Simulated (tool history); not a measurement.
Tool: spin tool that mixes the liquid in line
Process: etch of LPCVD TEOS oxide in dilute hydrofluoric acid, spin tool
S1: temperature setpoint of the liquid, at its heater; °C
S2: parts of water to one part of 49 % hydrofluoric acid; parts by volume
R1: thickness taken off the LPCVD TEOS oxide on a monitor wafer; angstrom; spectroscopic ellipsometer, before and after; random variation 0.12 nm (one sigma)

Run 1, hour 0: S1 22 °C, S2 175 parts by volume, time under the liquid (s) 90. Result: R1 116.85 angstrom.
Run 2, hour 8.8: S1 22 °C, S2 145 parts by volume, time under the liquid (s) 90. Result: R1 146.6 angstrom.
Run 3, hour 15.1: S1 22 °C, S2 145 parts by volume, time under the liquid (s) 90. Result: R1 146.66 angstrom.
Run 4, hour 21.5: S1 22 °C, S2 205 parts by volume, time under the liquid (s) 90. Result: R1 97.488 angstrom.
Run 5, hour 28.2: S1 22 °C, S2 205 parts by volume, time under the liquid (s) 70. Result: R1 75.685 angstrom.
Run 6, hour 32.6: S1 22 °C, S2 140 parts by volume, time under the liquid (s) 70. Result: R1 117.44 angstrom.
Run 7, hour 38.2: S1 23.5 °C, S2 125 parts by volume, time under the liquid (s) 70. Result: R1 142.79 angstrom.
Run 8, hour 45.4: S1 27.5 °C, S2 70 parts by volume, time under the liquid (s) 70. Result: R1 320.14 angstrom.
Run 9, hour 51.7: S1 25 °C, S2 70 parts by volume, time under the liquid (s) 70. Result: R1 291.51 angstrom.

Forecast run 10:
Run 10, hour 56.7: S1 25 °C, S2 70 parts by volume, time under the liquid (s) 70. Result: R1 ?.

Run 10 gave R1 291.14 angstrom.
